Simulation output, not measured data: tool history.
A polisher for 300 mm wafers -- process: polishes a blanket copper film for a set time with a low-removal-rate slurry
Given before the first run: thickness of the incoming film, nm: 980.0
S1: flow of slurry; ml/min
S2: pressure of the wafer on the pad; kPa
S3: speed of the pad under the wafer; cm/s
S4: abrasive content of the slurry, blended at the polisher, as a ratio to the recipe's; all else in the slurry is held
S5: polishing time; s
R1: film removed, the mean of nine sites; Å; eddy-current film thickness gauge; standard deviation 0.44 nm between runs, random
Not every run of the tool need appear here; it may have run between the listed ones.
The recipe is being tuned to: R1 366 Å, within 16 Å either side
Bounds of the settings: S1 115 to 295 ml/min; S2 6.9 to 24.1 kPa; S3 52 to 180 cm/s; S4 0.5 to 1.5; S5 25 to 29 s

Run 1, hour 0: S1 190 ml/min, S2 15.2 kPa, S3 116 cm/s, S4 1, S5 29 s. Result: R1 640.99 Å.
Run 2, hour 1.5: S1 190 ml/min, S2 15.2 kPa, S3 116 cm/s, S4 1, S5 29 s. Result: R1 639.64 Å.
Run 3, hour 7.5: S1 190 ml/min, S2 15.2 kPa, S3 116 cm/s, S4 1.1, S5 29 s. Result: R1 652.8 Å.
Run 4, hour 10.1: S1 190 ml/min, S2 13.8 kPa, S3 116 cm/s, S4 1.1, S5 29 s. Result: R1 609.45 Å.
Run 5, hour 16.8: S1 190 ml/min, S2 13.8 kPa, S3 116 cm/s, S4 1.1, S5 29 s. Result: R1 593.79 Å.
Run 6, hour 17.4: S1 190 ml/min, S2 15.2 kPa, S3 116 cm/s, S4 1.1, S5 29 s. Result: R1 657.3 Å.
Run 7, hour 24: S1 190 ml/min, S2 13.8 kPa, S3 114 cm/s, S4 1.1, S5 29 s. Result: R1 579.79 Å.
Run 8, hour 25.3: S1 190 ml/min, S2 12.4 kPa, S3 114 cm/s, S4 1.1, S5 29 s. Result: R1 540.04 Å.
Run 9, hour 33.2: S1 190 ml/min, S2 11 kPa, S3 114 cm/s, S4 1.1, S5 29 s. Result: R1 489.68 Å.
Run 10, hour 41.3: S1 190 ml/min, S2 10.3 kPa, S3 114 cm/s, S4 1.1, S5 29 s. Result: R1 471.81 Å.
Run 11, hour 48.4: S1 190 ml/min, S2 10.3 kPa, S3 114 cm/s, S4 1.1, S5 29 s. Result: R1 467.38 Å.
Run 12, hour 53.6: S1 190 ml/min, S2 9.7 kPa, S3 114 cm/s, S4 1.1, S5 29 s. Result: R1 448.7 Å.
Run 13, hour 57.5: S1 190 ml/min, S2 9 kPa, S3 114 cm/s, S4 1.1, S5 29 s. Result: R1 418.93 Å.
Run 14, hour 60.4: S1 190 ml/min, S2 8.3 kPa, S3 114 cm/s, S4 1.1, S5 29 s. Result: R1 390.76 Å.

5 candidate next runs follow, results not yet known. Just one meets every target within its allowed miss. Identify it.
Run A, hour 63.3: S1 155 ml/min, S2 6.9 kPa, S3 126 cm/s, S4 1.2, S5 25 s. Result: R1 ?.
Run B, hour 63.3: S1 150 ml/min, S2 8.3 kPa, S3 106 cm/s, S4 1.3, S5 28 s. Result: R1 ?.
Run C, hour 63.3: S1 185 ml/min, S2 9 kPa, S3 100 cm/s, S4 1.15, S5 26 s. Result: R1 ?.
Run D, hour 63.3: S1 180 ml/min, S2 8.3 kPa, S3 108 cm/s, S4 1, S5 26 s. Result: R1 ?.
Run E, hour 63.3: S1 150 ml/min, S2 11.7 kPa, S3 84 cm/s, S4 1.5, S5 29 s. Result: R1 ?.

move      R1
   A  311.92
   B  353.75
   C  330.76
   D  315.63
   E   418.8
A: takes the result that was furthest off past its target
B: hits every target within its allowed miss
C: takes the result that was furthest off past its target
D: takes the result that was furthest off past its target
E: misses by more than the last run did
The right move is B.
